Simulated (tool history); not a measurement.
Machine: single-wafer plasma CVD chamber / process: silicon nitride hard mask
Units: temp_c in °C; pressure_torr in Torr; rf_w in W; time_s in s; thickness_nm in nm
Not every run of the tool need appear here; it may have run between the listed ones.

{"run": 1, "day": 0.0, "temp_c": 375, "pressure_torr": 1.36, "rf_w": 370, "time_s": 54.1, "thickness_nm": 75.7}
{"run": 2, "day": 0.158, "temp_c": 375, "pressure_torr": 1.36, "rf_w": 410, "time_s": 54.1, "thickness_nm": 79.954}
{"run": 3, "day": 0.388, "temp_c": 375, "pressure_torr": 1.36, "rf_w": 410, "time_s": 51.6, "thickness_nm": 75.961}
{"run": 4, "day": 0.662, "temp_c": 368, "pressure_torr": 1.36, "rf_w": 410, "time_s": 51.6, "thickness_nm": 76.203}
{"run": 5, "day": 0.742, "temp_c": 368, "pressure_torr": 1.16, "rf_w": 410, "time_s": 51.6, "thickness_nm": 73.222}
{"run": 6, "day": 0.958, "temp_c": 368, "pressure_torr": 1.13, "rf_w": 405, "time_s": 51.6, "thickness_nm": 72.016}
{"run": 7, "day": 1.183, "temp_c": 368, "pressure_torr": 1.1, "rf_w": 400, "time_s": 51.6, "thickness_nm": 70.977}
{"run": 8, "day": 1.517, "temp_c": 368, "pressure_torr": 1.08, "rf_w": 395, "time_s": 51.6, "thickness_nm": 69.884}
{"run": 9, "day": 1.879, "temp_c": 368, "pressure_torr": 1.06, "rf_w": 395, "time_s": 51.6, "thickness_nm": 69.518}
{"run": 10, "day": 2.071, "temp_c": 368, "pressure_torr": 1.04, "rf_w": 395, "time_s": 51.6, "thickness_nm": 69.258}
{"run": 11, "day": 2.329, "temp_c": 368, "pressure_torr": 1.02, "rf_w": 395, "time_s": 51.6, "thickness_nm": 68.309}
{"run": 12, "day": 2.375, "temp_c": 368, "pressure_torr": 1.01, "rf_w": 395, "time_s": 51.6, "thickness_nm": 68.444}
{"run": 13, "day": 2.433, "temp_c": 368, "pressure_torr": 1.01, "rf_w": 395, "time_s": 51.6, "thickness_nm": 68.536}
{"run": 14, "day": 2.458, "temp_c": 368, "pressure_torr": 0.99, "rf_w": 395, "time_s": 51.6, "thickness_nm": 68.311}
{"run": 15, "day": 2.479, "temp_c": 368, "pressure_torr": 0.98, "rf_w": 395, "time_s": 51.6, "thickness_nm": 67.841}
{"run": 16, "day": 2.792, "temp_c": 368, "pressure_torr": 0.97, "rf_w": 395, "time_s": 51.6, "thickness_nm": 67.787}
{"run": 17, "day": 2.979, "temp_c": 368, "pressure_torr": 0.96, "rf_w": 395, "time_s": 51.6, "thickness_nm": 67.391}

Expected results for the next run?
{"run": 18, "day": 3.1, "temp_c": 368, "pressure_torr": 0.95, "rf_w": 395, "time_s": 51.6, "thickness_nm": "?"}

{"run 18": {"thickness_nm": 67.312}}
